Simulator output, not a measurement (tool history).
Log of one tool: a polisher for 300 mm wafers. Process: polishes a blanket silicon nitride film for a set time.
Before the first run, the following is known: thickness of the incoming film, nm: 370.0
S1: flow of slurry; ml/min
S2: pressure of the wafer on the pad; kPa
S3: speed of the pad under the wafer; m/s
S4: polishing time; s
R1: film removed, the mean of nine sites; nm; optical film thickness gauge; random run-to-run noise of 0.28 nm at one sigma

run	day	S1	S2	S3	S4	R1
1	0.000	160	19.3	1.32	26	36.707
2	0.312	160	19.3	1.64	26	43.867
3	0.458	160	19.3	1.64	23	39.017
4	0.658	160	15.2	1.64	23	31.110
5	0.883	160	15.2	1.96	23	35.204
6	1.062	155	13.8	1.86	23	30.462
7	1.300	150	12.4	1.82	23	27.411

Run 8, settings as shown, results not yet in. Your forecast:
8	1.654	145	11.7	1.78	23	?

Run 8 measured R1 25.671 nm.
